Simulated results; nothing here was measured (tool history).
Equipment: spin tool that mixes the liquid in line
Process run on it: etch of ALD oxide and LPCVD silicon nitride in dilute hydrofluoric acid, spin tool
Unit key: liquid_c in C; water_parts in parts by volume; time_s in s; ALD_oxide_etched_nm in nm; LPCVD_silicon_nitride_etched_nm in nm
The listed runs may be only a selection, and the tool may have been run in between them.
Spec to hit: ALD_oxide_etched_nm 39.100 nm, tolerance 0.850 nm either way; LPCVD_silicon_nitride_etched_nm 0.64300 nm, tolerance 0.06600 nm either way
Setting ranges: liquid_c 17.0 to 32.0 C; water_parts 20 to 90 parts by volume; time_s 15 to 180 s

run	hour	liquid_c	water_parts	time_s	ALD_oxide_etched_nm	LPCVD_silicon_nitride_etched_nm
1	0.0	24.0	50	90	55.580	0.78400
2	2.5	27.0	50	90	62.857	1.00390
3	11.1	26.5	55	90	56.153	0.91204
4	13.7	26.5	70	90	42.731	0.70220
5	16.5	26.5	70	55	26.095	0.43529
6	20.6	26.5	60	55	30.909	0.51701
7	27.1	26.5	60	55	30.969	0.51856
8	29.7	27.0	55	55	34.945	0.58988

Exercise: of the 4 proposed moves below, exactly one satisfies all targets within the stated allowed misses. Which move is it?
A	32.3	20.0	50	75	?	?
B	32.3	26.5	60	70	?	?
C	32.3	19.5	50	80	?	?
D	32.3	26.0	45	55	?	?

move	ALD_oxide_etched_nm	LPCVD_silicon_nitride_etched_nm
A	39.341	0.55307
B	39.490	0.67034
C	41.080	0.56976
D	41.403	0.67612
A: corrects the largest miss of the last run, while another result sits out of spec
B: all results land within tolerance of their targets
C: the result that was furthest off in the last run now lies on the other side of its target
D: the result that was furthest off in the last run now lies on the other side of its target
Move B is the one to make.
